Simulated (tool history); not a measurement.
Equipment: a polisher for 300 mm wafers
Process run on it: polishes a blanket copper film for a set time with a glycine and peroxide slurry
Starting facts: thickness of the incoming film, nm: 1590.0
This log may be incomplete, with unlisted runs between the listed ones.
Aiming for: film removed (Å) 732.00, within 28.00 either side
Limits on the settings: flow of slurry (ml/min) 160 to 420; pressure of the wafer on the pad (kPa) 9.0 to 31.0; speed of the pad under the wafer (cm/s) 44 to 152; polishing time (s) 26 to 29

| run | day | flow of slurry (ml/min) | pressure of the wafer on the pad (kPa) | speed of the pad under the wafer (cm/s) | polishing time (s) | film removed (Å) |
|---|---|---|---|---|---|---|
| 1 | 0.000 | 270 | 20.0 | 98 | 29 | 1364.20 |
| 2 | 0.138 | 270 | 20.0 | 98 | 26 | 1207.90 |
| 3 | 0.217 | 270 | 17.2 | 96 | 26 | 1079.30 |
| 4 | 0.279 | 270 | 22.1 | 96 | 26 | 1298.20 |
| 5 | 0.550 | 270 | 18.6 | 92 | 26 | 1109.50 |
| 6 | 0.783 | 270 | 23.4 | 92 | 26 | 1344.00 |
| 7 | 1.038 | 270 | 20.0 | 90 | 26 | 1141.80 |
| 8 | 1.333 | 270 | 17.2 | 88 | 26 | 997.78 |
| 9 | 1.446 | 270 | 15.2 | 88 | 26 | 925.99 |
| 10 | 1.604 | 270 | 13.8 | 88 | 26 | 889.14 |
| 11 | 1.979 | 270 | 12.4 | 88 | 26 | 821.08 |
| 12 | 2.154 | 270 | 11.7 | 88 | 26 | 802.69 |
| 13 | 2.358 | 270 | 11.0 | 88 | 26 | 771.71 |

4 next moves are on the table. One of them brings every result within its allowed miss. Which?
| A | 2.562 | 250 | 9.0 | 88 | 26 | ? |
| B | 2.562 | 215 | 12.4 | 78 | 26 | ? |
| C | 2.562 | 160 | 13.8 | 70 | 29 | ? |
| D | 2.562 | 325 | 9.0 | 86 | 26 | ? |

| move | film removed (Å) |
|---|---|
| A | 669.15 |
| B | 740.17 |
| C | 795.31 |
| D | 679.88 |
A: takes the biggest miss from the last run beyond its target
B: in spec on every target
C: the biggest miss grows against the last run
D: takes the biggest miss from the last run beyond its target
B meets every target.
